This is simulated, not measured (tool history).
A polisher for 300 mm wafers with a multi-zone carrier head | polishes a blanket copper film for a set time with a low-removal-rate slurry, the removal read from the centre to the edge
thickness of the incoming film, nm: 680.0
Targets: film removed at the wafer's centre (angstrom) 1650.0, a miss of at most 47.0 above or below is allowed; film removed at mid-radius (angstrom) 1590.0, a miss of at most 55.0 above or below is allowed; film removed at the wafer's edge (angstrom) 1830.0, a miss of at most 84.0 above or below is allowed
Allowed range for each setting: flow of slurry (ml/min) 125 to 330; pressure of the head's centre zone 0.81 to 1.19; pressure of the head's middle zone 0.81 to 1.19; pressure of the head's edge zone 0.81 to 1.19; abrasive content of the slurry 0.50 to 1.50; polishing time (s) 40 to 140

run	hour	flow of slurry (ml/min)	pressure of the head's centre zone	pressure of the head's middle zone	pressure of the head's edge zone	abrasive content of the slurry	polishing time (s)	film removed at the wafer's centre (angstrom)	film removed at mid-radius (angstrom)	film removed at the wafer's edge (angstrom)
1	0.0	210	1.00	1.00	1.00	1.00	90	2558.2	2643.9	2382.4
2	5.0	200	0.98	0.96	1.02	0.90	86	2367.5	2386.8	2294.9
3	10.0	190	0.96	0.93	1.02	0.80	82	2152.4	2154.8	2119.9
4	18.6	190	0.96	0.93	1.02	0.70	82	2144.3	2137.6	2070.0
5	25.8	190	0.92	0.93	1.02	0.70	82	2047.1	2122.5	2112.3
6	28.2	190	0.92	0.93	1.02	0.70	60	1480.5	1560.3	1537.7
7	35.6	200	0.93	0.91	1.06	0.75	60	1505.7	1545.6	1553.8
8	38.3	190	0.93	0.89	1.08	0.85	61	1566.5	1570.1	1678.9
9	42.0	185	0.93	0.88	1.09	0.90	61	1564.1	1535.5	1674.2
10	43.3	185	0.93	0.88	1.09	0.90	61	1543.5	1536.3	1634.8
11	50.0	190	0.93	0.87	1.11	0.95	62	1618.6	1570.2	1666.0
12	54.9	175	0.92	0.86	1.11	1.00	63	1606.8	1531.8	1705.8

Below are 5 possible settings for the next run. Only one of them brings all results inside the allowed miss of their targets. Which is it?
A	59.8	180	0.95	0.91	1.12	0.95	57	?	?	?
B	59.8	175	0.97	0.81	1.10	1.05	67	?	?	?
C	59.8	145	0.97	0.82	1.11	0.80	71	?	?	?
D	59.8	130	0.94	0.85	1.16	1.20	68	?	?	?
E	59.8	215	1.02	1.02	1.00	1.10	55	?	?	?

move	film removed at the wafer's centre (angstrom)	film removed at mid-radius (angstrom)	film removed at the wafer's edge (angstrom)
A	1473.5	1487.5	1542.0
B	1779.4	1600.8	1817.1
C	1743.4	1592.3	1816.2
D	1651.5	1608.7	1830.4
E	1608.2	1657.2	1474.8
A: moves away from the targets compared with the last run
B: corrects the largest miss of the last run, while another result sits out of spec
C: corrects the largest miss of the last run, while another result sits out of spec
D: meets every target
E: moves away from the targets compared with the last run
So the answer is move D, the one that meets all the targets.

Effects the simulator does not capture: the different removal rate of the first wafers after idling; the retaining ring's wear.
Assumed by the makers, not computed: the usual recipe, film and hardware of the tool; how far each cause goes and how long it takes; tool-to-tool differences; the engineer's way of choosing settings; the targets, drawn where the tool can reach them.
